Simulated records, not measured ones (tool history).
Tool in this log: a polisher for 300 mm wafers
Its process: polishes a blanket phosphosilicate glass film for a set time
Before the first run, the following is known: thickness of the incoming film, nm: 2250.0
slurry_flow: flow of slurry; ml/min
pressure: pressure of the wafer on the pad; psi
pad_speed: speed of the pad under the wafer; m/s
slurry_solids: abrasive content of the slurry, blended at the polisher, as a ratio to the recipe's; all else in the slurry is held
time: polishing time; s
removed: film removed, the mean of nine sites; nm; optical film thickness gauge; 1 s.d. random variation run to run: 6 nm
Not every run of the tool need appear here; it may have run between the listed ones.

Run 1, hour 0: slurry_flow 170 ml/min, pressure 2.3 psi, pad_speed 1.14 m/s, slurry_solids 1, time 54 s. Result: removed 416.99 nm.
Run 2, hour 7.5: slurry_flow 170 ml/min, pressure 1.9 psi, pad_speed 1.14 m/s, slurry_solids 1, time 54 s. Result: removed 339.29 nm.
Run 3, hour 14.9: slurry_flow 170 ml/min, pressure 1.9 psi, pad_speed 1.02 m/s, slurry_solids 1, time 54 s. Result: removed 318.63 nm.
Run 4, hour 15.5: slurry_flow 175 ml/min, pressure 2.3 psi, pad_speed 1.02 m/s, slurry_solids 1, time 54 s. Result: removed 382.65 nm.
Run 5, hour 21.7: slurry_flow 180 ml/min, pressure 2.6 psi, pad_speed 1.02 m/s, slurry_solids 1, time 54 s. Result: removed 434.92 nm.
Run 6, hour 26: slurry_flow 180 ml/min, pressure 2.2 psi, pad_speed 1.02 m/s, slurry_solids 1, time 54 s. Result: removed 368.8 nm.
Run 7, hour 31.3: slurry_flow 190 ml/min, pressure 2.5 psi, pad_speed 1.02 m/s, slurry_solids 1, time 54 s. Result: removed 419.83 nm.
Run 8, hour 37.1: slurry_flow 190 ml/min, pressure 2.8 psi, pad_speed 1.02 m/s, slurry_solids 1, time 54 s. Result: removed 461.66 nm.
Run 9, hour 43.3: slurry_flow 190 ml/min, pressure 3 psi, pad_speed 1.06 m/s, slurry_solids 1, time 54 s. Result: removed 517.49 nm.

Run 10 has not been measured yet. What should we expect?
Run 10, hour 49.6: slurry_flow 190 ml/min, pressure 3.2 psi, pad_speed 1.08 m/s, slurry_solids 1, time 54 s. Result: removed ?.

{"run 10": {"removed": 559.86}}
